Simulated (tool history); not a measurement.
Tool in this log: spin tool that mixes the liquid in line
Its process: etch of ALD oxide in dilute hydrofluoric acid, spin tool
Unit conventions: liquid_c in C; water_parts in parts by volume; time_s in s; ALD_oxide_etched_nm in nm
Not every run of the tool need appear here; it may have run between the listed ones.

run	hour	liquid_c	water_parts	time_s	ALD_oxide_etched_nm
1	0	22	265	295	8.9581
2	4.8	25.5	265	295	10.064
3	11.1	26	245	295	11.315
4	14.3	26	245	295	11.351
5	16.9	26.5	230	295	12.553
6	18.8	26.5	230	315	13.357

For run 7, what comes out?
7	20.3	27	215	315	?

{"run 7": {"ALD_oxide_etched_nm": 14.872}}
